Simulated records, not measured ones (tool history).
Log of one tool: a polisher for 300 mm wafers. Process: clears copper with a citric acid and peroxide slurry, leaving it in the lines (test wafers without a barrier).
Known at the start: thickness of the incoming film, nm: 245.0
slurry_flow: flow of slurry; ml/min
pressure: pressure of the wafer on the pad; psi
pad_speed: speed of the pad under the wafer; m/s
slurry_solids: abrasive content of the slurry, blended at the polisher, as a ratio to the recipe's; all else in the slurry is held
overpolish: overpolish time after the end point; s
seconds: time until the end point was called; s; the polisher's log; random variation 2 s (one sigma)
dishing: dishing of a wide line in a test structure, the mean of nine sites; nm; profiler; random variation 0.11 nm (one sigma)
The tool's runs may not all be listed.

{"run": 1, "day": 0.0, "slurry_flow": 200, "pressure": 2.4, "pad_speed": 1.1, "slurry_solids": 1, "overpolish": 10, "seconds": 122.65, "dishing": 15.833}
{"run": 2, "day": 0.25, "slurry_flow": 200, "pressure": 2.4, "pad_speed": 1.1, "slurry_solids": 0.9, "overpolish": 10, "seconds": 125.84, "dishing": 15.003}
{"run": 3, "day": 0.412, "slurry_flow": 235, "pressure": 2.4, "pad_speed": 1.1, "slurry_solids": 0.9, "overpolish": 10, "seconds": 123.42, "dishing": 15.774}
{"run": 4, "day": 0.638, "slurry_flow": 200, "pressure": 2.4, "pad_speed": 1.14, "slurry_solids": 0.75, "overpolish": 8, "seconds": 125.9, "dishing": 11.777}
{"run": 5, "day": 0.888, "slurry_flow": 200, "pressure": 2.4, "pad_speed": 1.14, "slurry_solids": 0.9, "overpolish": 8, "seconds": 120.05, "dishing": 12.796}
{"run": 6, "day": 1.112, "slurry_flow": 150, "pressure": 2.4, "pad_speed": 1.14, "slurry_solids": 0.9, "overpolish": 8, "seconds": 126.06, "dishing": 11.786}
{"run": 7, "day": 1.212, "slurry_flow": 140, "pressure": 2.3, "pad_speed": 1.22, "slurry_solids": 0.75, "overpolish": 6, "seconds": 133.47, "dishing": 8.3323}

Run 8 comes next. What will it give?
{"day": 1.546, "done": "worn pad replaced by a new one"}
{"run": 8, "day": 1.546, "slurry_flow": 135, "pressure": 2.2, "pad_speed": 1.38, "slurry_solids": 0.65, "overpolish": 5, "seconds": "?", "dishing": "?"}

Run 8 gave seconds 125.14 s, dishing 7.5453 nm.
